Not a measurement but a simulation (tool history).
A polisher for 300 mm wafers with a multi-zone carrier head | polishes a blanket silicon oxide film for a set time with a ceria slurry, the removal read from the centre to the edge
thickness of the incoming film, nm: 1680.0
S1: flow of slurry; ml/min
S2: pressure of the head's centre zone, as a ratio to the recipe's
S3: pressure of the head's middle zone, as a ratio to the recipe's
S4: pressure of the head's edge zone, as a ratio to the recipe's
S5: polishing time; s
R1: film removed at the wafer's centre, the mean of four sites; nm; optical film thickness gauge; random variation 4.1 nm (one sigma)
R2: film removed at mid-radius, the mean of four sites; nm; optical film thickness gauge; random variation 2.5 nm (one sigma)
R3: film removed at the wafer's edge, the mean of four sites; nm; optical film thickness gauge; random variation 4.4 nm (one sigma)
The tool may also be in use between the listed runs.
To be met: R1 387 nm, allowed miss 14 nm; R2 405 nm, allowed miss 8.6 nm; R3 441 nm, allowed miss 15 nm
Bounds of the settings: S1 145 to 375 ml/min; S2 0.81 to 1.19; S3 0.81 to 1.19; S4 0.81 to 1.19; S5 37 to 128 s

run    day   S1    S2    S3    S4  S5      R1      R2      R3
  1      0  240     1     1     1  82  327.59  333.12  328.66
  2  0.242  240     1  0.92     1  82  326.62  312.52  330.37
  3  0.275  245  0.99  0.94  1.04  86  344.08  331.32  349.88
  4  0.475  245  0.97  0.95  1.07  90   348.7  351.03   373.6
  5  0.775  255  0.97  0.96   1.1  92  360.58  362.35  388.82
  6  0.975  265  0.96  0.97  1.12  93  356.98  367.95  398.73
  7  1.246  270  0.96  0.98  1.14  94  357.88  377.28  407.86
  8  1.604  275  0.97  0.99  1.15  95  381.25  386.31  404.09

5 next moves are on the table. One of them brings every result within its allowed miss. Which?
  A  1.962  305  0.94  0.96  1.13  101   ?   ?   ?
  B  1.962  255     1  1.12  1.14   95   ?   ?   ?
  C  1.962  255  0.93  0.88  1.18   98   ?   ?   ?
  D  1.962  245  0.89  1.04  1.17  101   ?   ?   ?
  E  1.962  295  1.03  1.14  1.08   89   ?   ?   ?

move      R1      R2      R3
   A  383.98  406.38  435.45
   B  376.94  424.27  404.82
   C  360.84  361.58  426.43
   D  354.31  423.14  435.13
   E  370.13   409.5  373.24
A: meets every target
B: as far off as the last run
C: brings the result that was furthest off to its target, and leaves another outside
D: brings the result that was furthest off to its target, and leaves another outside
E: further off than the last run
The right move is A.
